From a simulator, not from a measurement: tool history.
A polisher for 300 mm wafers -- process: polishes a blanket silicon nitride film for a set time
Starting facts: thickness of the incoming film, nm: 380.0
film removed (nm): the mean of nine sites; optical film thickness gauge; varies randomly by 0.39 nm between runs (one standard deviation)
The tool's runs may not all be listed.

run  hour  flow of slurry (ml/min)  pressure of the wafer on the pad (psi)  speed of the pad under the wafer (cm/s)  polishing time (s)  film removed (nm)
  1     0                      170                                     2.5                                       90                  41             53.389
  2   5.3                      170                                     2.4                                       90                  41             51.889
  3   8.2                      170                                     2.3                                       90                  41             48.852
  4  11.5                      210                                     2.3                                       90                  41             50.718
  5  15.8                      175                                     2.3                                       90                  41             48.635
  6  24.1                      175                                     2.2                                       90                  41             46.501
     32.9  -- head pressure recalibrated
  7  32.9                      175                                     2.1                                       90                  41             41.428
  8  37.6                      170                                     2.1                                       90                  41             41.663
  9  46.3                      170                                     2.1                                       90                  41             41.831

Expected results for the next run?
 10  51.7                      165                                     2.1                                       90                  41                  ?

film removed (nm): 40.824

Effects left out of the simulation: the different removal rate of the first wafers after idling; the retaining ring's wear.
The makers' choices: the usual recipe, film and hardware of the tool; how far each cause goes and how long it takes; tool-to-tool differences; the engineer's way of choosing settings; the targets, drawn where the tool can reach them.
